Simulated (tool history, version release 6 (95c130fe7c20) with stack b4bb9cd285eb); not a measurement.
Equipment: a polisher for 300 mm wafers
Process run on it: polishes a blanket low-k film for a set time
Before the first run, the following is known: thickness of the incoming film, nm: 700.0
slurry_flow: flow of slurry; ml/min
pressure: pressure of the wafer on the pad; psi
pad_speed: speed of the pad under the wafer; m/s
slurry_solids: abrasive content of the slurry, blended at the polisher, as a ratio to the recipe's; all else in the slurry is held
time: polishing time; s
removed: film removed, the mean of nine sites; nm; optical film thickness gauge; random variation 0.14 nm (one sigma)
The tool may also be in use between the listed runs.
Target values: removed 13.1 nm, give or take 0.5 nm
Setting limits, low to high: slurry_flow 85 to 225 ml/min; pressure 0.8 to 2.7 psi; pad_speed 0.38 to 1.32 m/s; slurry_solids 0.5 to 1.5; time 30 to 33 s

| run | day | slurry_flow | pressure | pad_speed | slurry_solids | time | removed |
|---|---|---|---|---|---|---|---|
| 1 | 0 | 145 | 1.7 | 0.84 | 1 | 33 | 10.58 |
| 2 | 0.179 | 150 | 1.8 | 0.84 | 1 | 33 | 11.196 |
| 3 | 0.483 | 150 | 1.4 | 0.84 | 1 | 33 | 8.7249 |
| 4 | 0.733 | 150 | 1.5 | 0.84 | 1 | 33 | 9.2849 |
| 5 | 1.071 | 185 | 1.5 | 0.84 | 1 | 33 | 9.3517 |
| 6 | 1.271 | 185 | 1.6 | 0.84 | 1 | 33 | 10.301 |
| 7 | 1.329 | 185 | 1.7 | 0.84 | 1 | 33 | 10.7 |
| 8 | 1.471 | 185 | 1.7 | 0.84 | 1 | 33 | 10.831 |

Which one of the following 4 next-run settings gets every result inside its allowed miss? There is exactly one.
| A | 1.612 | 190 | 1.9 | 0.86 | 1 | 32 | ? |
| B | 1.612 | 200 | 1.7 | 1.02 | 0.9 | 33 | ? |
| C | 1.612 | 195 | 2.1 | 0.9 | 1.15 | 33 | ? |
| D | 1.612 | 225 | 1.9 | 0.9 | 1.05 | 33 | ? |

| move | removed |
|---|---|
| A | 11.556 |
| B | 11.96 |
| C | 14.219 |
| D | 12.745 |
A: better than the last run, though not everything is in spec
B: better than the last run, though not everything is in spec
C: takes the result that was furthest off past its target
D: hits every target within its allowed miss
D is the move that brings every result within its allowed miss.
